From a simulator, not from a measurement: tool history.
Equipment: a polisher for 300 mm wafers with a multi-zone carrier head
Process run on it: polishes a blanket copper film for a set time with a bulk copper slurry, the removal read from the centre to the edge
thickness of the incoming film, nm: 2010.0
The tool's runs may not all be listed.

run  hour  flow of slurry (ml/min)  pressure of the head's centre zone  pressure of the head's middle zone  pressure of the head's edge zone  abrasive content of the slurry  polishing time (s)  film removed at the wafer's centre (nm)  film removed at mid-radius (nm)  film removed at the wafer's edge (nm)
  1   0.0                      300                                1.00                                1.00                              1.00                            1.00                  48                                   727.63                           714.86                                 732.72
  2   1.1                      300                                0.93                                1.00                              1.00                            1.00                  48                                   667.28                           738.93                                 736.15
  3   8.7                      300                                0.93                                1.08                              1.00                            1.00                  48                                   676.70                           769.27                                 727.91
  4  12.7                      295                                0.94                                1.06                              0.99                            0.95                  48                                   664.39                           743.18                                 715.74
  5  16.2                      295                                0.90                                1.06                              0.99                            0.95                  48                                   652.45                           740.39                                 723.19
  6  18.4                      295                                0.90                                1.06                              0.99                            0.95                  56                                   739.83                           832.52                                 834.68
  7  21.6                      290                                0.91                                1.05                              0.96                            0.85                  56                                   724.10                           814.00                                 785.72
  8  22.5                      280                                0.91                                1.01                              0.94                            0.80                  56                                   716.99                           763.05                                 770.05
  9  30.9                      270                                0.91                                1.00                              0.92                            0.80                  56                                   716.87                           770.29                                 756.85
 10  33.1                      265                                0.91                                0.97                              0.90                            0.75                  56                                   676.21                           743.63                                 729.80
 11  40.0                      260                                0.92                                0.95                              0.89                            0.75                  56                                   702.67                           730.03                                 726.89
 12  47.3                      255                                0.92                                0.93                              0.88                            0.75                  56                                   682.58                           708.05                                 730.84

For run 13, what comes out?
 13  53.5                      255                                0.92                                0.93                              0.88                            0.75                  56                                        ?                                ?                                      ?

film removed at the wafer's centre (nm): 687.70
film removed at mid-radius (nm): 714.23
film removed at the wafer's edge (nm): 717.74
